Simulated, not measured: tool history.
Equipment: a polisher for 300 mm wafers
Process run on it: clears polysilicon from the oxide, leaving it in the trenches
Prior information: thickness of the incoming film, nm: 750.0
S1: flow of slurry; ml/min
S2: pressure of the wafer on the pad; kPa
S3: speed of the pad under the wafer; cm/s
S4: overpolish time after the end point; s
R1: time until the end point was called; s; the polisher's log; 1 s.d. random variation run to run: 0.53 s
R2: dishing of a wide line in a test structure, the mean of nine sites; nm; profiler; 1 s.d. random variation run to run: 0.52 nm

run	hour	S1	S2	S3	S4	R1	R2
1	0	130	13.1	92	28	80.923	42.775
2	5.4	130	13.1	78	28	92.281	43.161
3	8.9	135	13.8	78	27	87.474	41.838
4	14.1	135	13.8	78	18	87.798	41.956
5	19.4	120	13.8	78	18	90.17	40.924
6	28	120	15.9	78	18	77.966	41.973
7	32.9	125	16.5	78	17	76.392	41.692
8	34	125	17.2	80	18	71.245	42.566
9	38.4	155	20.7	82	10	58.261	40.157
10	40.8	150	20.7	84	13	58.338	41.618

Predict the results of run 11:
11	46.8	150	20.7	86	14	?	?

R1: 56.111 s
R2: 41.865 nm
